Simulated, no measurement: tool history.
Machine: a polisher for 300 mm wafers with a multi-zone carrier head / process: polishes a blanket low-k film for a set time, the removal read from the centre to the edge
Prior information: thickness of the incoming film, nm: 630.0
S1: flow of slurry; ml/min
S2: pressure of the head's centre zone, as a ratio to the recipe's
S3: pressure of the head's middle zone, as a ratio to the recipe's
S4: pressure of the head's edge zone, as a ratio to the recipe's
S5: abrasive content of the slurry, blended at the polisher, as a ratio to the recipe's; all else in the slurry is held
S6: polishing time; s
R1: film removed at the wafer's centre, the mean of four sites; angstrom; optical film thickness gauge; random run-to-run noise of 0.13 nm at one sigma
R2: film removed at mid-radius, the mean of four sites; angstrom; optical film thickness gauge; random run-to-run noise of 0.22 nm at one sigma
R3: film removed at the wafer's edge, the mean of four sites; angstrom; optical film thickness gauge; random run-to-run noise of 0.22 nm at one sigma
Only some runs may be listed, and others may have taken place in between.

Run 1, hour 0.0: S1 220 ml/min, S2 1.00, S3 1.00, S4 1.00, S5 1.00, S6 67 s. Result: R1 293.07 angstrom, R2 286.79 angstrom, R3 289.48 angstrom.
Run 2, hour 3.1: S1 220 ml/min, S2 1.03, S3 1.00, S4 1.00, S5 1.00, S6 67 s. Result: R1 298.66 angstrom, R2 283.12 angstrom, R3 298.08 angstrom.
Run 3, hour 10.8: S1 215 ml/min, S2 1.00, S3 0.99, S4 0.97, S5 0.90, S6 65 s. Result: R1 270.77 angstrom, R2 264.71 angstrom, R3 272.25 angstrom.
Run 4, hour 17.6: S1 215 ml/min, S2 0.92, S3 0.99, S4 0.97, S5 0.90, S6 65 s. Result: R1 246.77 angstrom, R2 259.75 angstrom, R3 282.05 angstrom.
Run 5, hour 19.3: S1 220 ml/min, S2 0.94, S3 1.01, S4 0.95, S5 0.85, S6 61 s. Result: R1 232.67 angstrom, R2 250.05 angstrom, R3 251.66 angstrom.
Run 6, hour 26.0: S1 225 ml/min, S2 0.95, S3 1.01, S4 0.94, S5 0.80, S6 58 s. Result: R1 220.97 angstrom, R2 234.42 angstrom, R3 222.94 angstrom.

For run 7, what comes out?
Run 7, hour 30.0: S1 235 ml/min, S2 0.94, S3 1.00, S4 0.93, S5 0.75, S6 57 s. Result: R1 ?, R2 ?, R3 ?.

{"run 7": {"R1": 209.11, "R2": 222.24, "R3": 219.63}}

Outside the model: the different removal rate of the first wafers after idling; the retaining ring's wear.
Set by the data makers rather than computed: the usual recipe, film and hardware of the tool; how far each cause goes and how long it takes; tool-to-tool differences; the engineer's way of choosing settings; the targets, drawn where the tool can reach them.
